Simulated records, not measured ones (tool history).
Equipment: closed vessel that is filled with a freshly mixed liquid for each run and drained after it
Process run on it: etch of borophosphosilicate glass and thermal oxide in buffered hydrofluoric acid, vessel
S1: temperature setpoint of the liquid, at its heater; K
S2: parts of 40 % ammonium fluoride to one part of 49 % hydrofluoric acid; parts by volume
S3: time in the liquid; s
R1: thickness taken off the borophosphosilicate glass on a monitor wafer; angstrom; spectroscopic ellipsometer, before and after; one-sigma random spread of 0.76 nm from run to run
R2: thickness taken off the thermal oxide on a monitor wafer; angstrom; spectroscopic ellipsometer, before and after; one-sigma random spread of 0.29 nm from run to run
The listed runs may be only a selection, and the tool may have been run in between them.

| run | day | S1 | S2 | S3 | R1 | R2 |
|---|---|---|---|---|---|---|
| 1 | 0 | 297.15 | 10.5 | 60 | 880.48 | 498.65 |
| 2 | 0.175 | 294.65 | 10.5 | 60 | 764.22 | 432.22 |
| 3 | 0.55 | 294.65 | 10.5 | 75 | 954.17 | 543.61 |
| 4 | 0.771 | 295.65 | 10.5 | 75 | 1006.3 | 566.86 |
| 5 | 0.879 | 296.65 | 10.5 | 75 | 1054 | 607.09 |
| 6 | 1.2 | 296.65 | 10.5 | 95 | 1355.9 | 764.03 |
| 7 | 1.233 | 296.15 | 10.5 | 95 | 1317.5 | 746.18 |

For run 8, what comes out?
| 8 | 1.579 | 295.65 | 10.5 | 95 | ? | ? |

Run 8 came out at R1 1283.7 angstrom, R2 724.79 angstrom.
